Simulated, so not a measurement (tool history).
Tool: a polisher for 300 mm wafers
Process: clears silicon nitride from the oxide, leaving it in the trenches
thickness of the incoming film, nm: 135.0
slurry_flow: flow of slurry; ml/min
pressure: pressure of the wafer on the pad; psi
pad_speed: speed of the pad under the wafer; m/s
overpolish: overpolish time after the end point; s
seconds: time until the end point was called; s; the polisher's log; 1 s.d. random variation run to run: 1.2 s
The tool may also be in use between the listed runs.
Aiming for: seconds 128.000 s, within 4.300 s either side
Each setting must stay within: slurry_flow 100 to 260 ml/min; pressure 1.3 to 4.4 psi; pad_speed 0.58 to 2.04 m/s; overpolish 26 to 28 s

| run | hour | slurry_flow | pressure | pad_speed | overpolish | seconds |
|---|---|---|---|---|---|---|
| 1 | 0.0 | 165 | 2.8 | 1.30 | 26 | 107.640 |
| 2 | 3.0 | 165 | 2.7 | 1.30 | 26 | 111.120 |
| 3 | 11.6 | 180 | 2.7 | 1.30 | 26 | 108.750 |
| 4 | 19.1 | 180 | 3.3 | 1.30 | 26 | 91.535 |
| 5 | 20.6 | 180 | 3.8 | 1.30 | 26 | 79.956 |
| 6 | 23.7 | 180 | 3.8 | 1.30 | 28 | 81.137 |
| 7 | 30.3 | 175 | 3.6 | 1.30 | 28 | 83.647 |
| 8 | 32.7 | 175 | 3.4 | 1.30 | 28 | 89.718 |
| 9 | 35.4 | 155 | 2.6 | 1.28 | 28 | 116.580 |

Below are 4 possible settings for the next run. Only one of them brings all results inside the allowed miss of their targets. Which is it?
| A | 38.1 | 205 | 2.7 | 1.40 | 26 | ? |
| B | 38.1 | 175 | 2.1 | 1.38 | 28 | ? |
| C | 38.1 | 130 | 3.1 | 1.18 | 28 | ? |
| D | 38.1 | 165 | 2.3 | 1.52 | 28 | ? |

| move | seconds |
|---|---|
| A | 98.577 |
| B | 127.500 |
| C | 110.880 |
| D | 108.240 |
A: moves away from the targets compared with the last run
B: each result inside its tolerance
C: moves away from the targets compared with the last run
D: moves away from the targets compared with the last run
The right move is B.

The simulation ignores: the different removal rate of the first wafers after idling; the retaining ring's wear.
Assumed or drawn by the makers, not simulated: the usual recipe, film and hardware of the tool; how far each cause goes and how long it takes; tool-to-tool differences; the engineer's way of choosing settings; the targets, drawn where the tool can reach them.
